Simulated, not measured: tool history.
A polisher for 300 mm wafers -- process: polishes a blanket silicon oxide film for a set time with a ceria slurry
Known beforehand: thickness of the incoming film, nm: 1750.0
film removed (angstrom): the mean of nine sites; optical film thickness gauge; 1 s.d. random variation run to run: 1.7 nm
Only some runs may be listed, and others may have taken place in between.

run  hour  flow of slurry (ml/min)  pressure of the wafer on the pad (kPa)  speed of the pad under the wafer (cm/s)  polishing time (s)  film removed (angstrom)
  1     0                      195                                    24.1                                       90                  40                   2121.2
  2   1.6                      195                                    22.1                                       90                  40                   1990.8
  3   8.3                      195                                    18.6                                       90                  40                   1802.1
  4  14.6                      195                                    18.6                                       90                  40                   1763.6
  5  17.9                      195                                    17.2                                       90                  40                   1672.3
  6  25.5                      195                                    15.9                                       90                  40                     1588
  7  28.9                      190                                    11.7                                       88                  40                   1281.3

What does the tool deliver on the next run?
  8  35.1                      190                                    11.7                                       88                  40                        ?

film removed (angstrom): 1256
